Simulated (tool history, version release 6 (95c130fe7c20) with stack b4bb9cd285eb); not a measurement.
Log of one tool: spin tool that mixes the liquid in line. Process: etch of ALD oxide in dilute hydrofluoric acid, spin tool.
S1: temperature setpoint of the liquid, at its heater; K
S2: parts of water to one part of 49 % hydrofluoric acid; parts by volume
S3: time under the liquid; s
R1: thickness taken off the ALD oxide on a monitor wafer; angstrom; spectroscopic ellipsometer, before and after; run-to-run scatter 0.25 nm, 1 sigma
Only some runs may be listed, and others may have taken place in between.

| run | hour | S1 | S2 | S3 | R1 |
|---|---|---|---|---|---|
| 1 | 0.0 | 296.15 | 95 | 85 | 199.78 |
| 2 | 7.7 | 297.65 | 95 | 85 | 213.99 |
| 3 | 11.2 | 297.65 | 80 | 85 | 261.25 |
| 4 | 11.8 | 300.65 | 80 | 85 | 293.98 |
| 5 | 17.9 | 300.65 | 80 | 65 | 223.57 |
| 6 | 20.2 | 300.65 | 95 | 65 | 181.23 |

The next listed run, before its measurement:
| 7 | 21.1 | 304.15 | 60 | 65 | ? |

R1: 352.92 angstrom
